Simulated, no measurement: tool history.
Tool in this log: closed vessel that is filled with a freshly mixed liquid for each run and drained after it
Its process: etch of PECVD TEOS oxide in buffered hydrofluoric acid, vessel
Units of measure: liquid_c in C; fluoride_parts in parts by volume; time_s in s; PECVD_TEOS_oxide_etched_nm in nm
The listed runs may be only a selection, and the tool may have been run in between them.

{"run": 1, "hour": 0.0, "liquid_c": 24.0, "fluoride_parts": 17.0, "time_s": 100, "PECVD_TEOS_oxide_etched_nm": 88.494}
{"run": 2, "hour": 8.3, "liquid_c": 25.5, "fluoride_parts": 15.0, "time_s": 100, "PECVD_TEOS_oxide_etched_nm": 108.69}
{"run": 3, "hour": 13.0, "liquid_c": 25.5, "fluoride_parts": 15.0, "time_s": 100, "PECVD_TEOS_oxide_etched_nm": 107.3}
{"run": 4, "hour": 17.5, "liquid_c": 25.5, "fluoride_parts": 15.0, "time_s": 105, "PECVD_TEOS_oxide_etched_nm": 113.86}
{"run": 5, "hour": 23.8, "liquid_c": 25.5, "fluoride_parts": 19.5, "time_s": 105, "PECVD_TEOS_oxide_etched_nm": 88.174}
{"run": 6, "hour": 31.8, "liquid_c": 27.0, "fluoride_parts": 17.0, "time_s": 105, "PECVD_TEOS_oxide_etched_nm": 108.18}
{"run": 7, "hour": 38.8, "liquid_c": 31.0, "fluoride_parts": 11.5, "time_s": 105, "PECVD_TEOS_oxide_etched_nm": 198.17}
{"run": 8, "hour": 41.4, "liquid_c": 32.0, "fluoride_parts": 6.5, "time_s": 105, "PECVD_TEOS_oxide_etched_nm": 353.08}
{"run": 9, "hour": 49.6, "liquid_c": 31.0, "fluoride_parts": 6.5, "time_s": 105, "PECVD_TEOS_oxide_etched_nm": 339.26}
{"run": 10, "hour": 53.8, "liquid_c": 27.0, "fluoride_parts": 7.0, "time_s": 105, "PECVD_TEOS_oxide_etched_nm": 259.48}

Forecast run 11:
{"run": 11, "hour": 60.1, "liquid_c": 27.5, "fluoride_parts": 7.0, "time_s": 105, "PECVD_TEOS_oxide_etched_nm": "?"}

Run 11 gave PECVD_TEOS_oxide_etched_nm 261.370 nm.
